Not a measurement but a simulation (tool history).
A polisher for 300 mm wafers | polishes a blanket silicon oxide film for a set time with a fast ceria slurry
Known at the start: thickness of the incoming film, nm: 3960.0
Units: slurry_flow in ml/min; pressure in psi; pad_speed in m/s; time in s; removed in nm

{"run": 1, "hour": 0.0, "slurry_flow": 155, "pressure": 3, "pad_speed": 1.08, "time": 78, "removed": 1625.4}
{"run": 2, "hour": 4.5, "slurry_flow": 155, "pressure": 3, "pad_speed": 1.34, "time": 78, "removed": 1927.2}
{"run": 3, "hour": 7.7, "slurry_flow": 150, "pressure": 2.6, "pad_speed": 1.32, "time": 78, "removed": 1669.7}
{"run": 4, "hour": 11.5, "slurry_flow": 145, "pressure": 2.3, "pad_speed": 1.3, "time": 78, "removed": 1464.1}
{"run": 5, "hour": 16.5, "slurry_flow": 145, "pressure": 3, "pad_speed": 1.3, "time": 78, "removed": 1882.3}
{"run": 6, "hour": 17.6, "slurry_flow": 145, "pressure": 2.6, "pad_speed": 1.3, "time": 78, "removed": 1613.5}
{"run": 7, "hour": 23.5, "slurry_flow": 135, "pressure": 2.3, "pad_speed": 1.3, "time": 78, "removed": 1440.3}

Run 8 comes next. What will it give?
{"run": 8, "hour": 25.6, "slurry_flow": 130, "pressure": 2.1, "pad_speed": 1.3, "time": 78, "removed": "?"}

{"run 8": {"removed": 1316.5}}
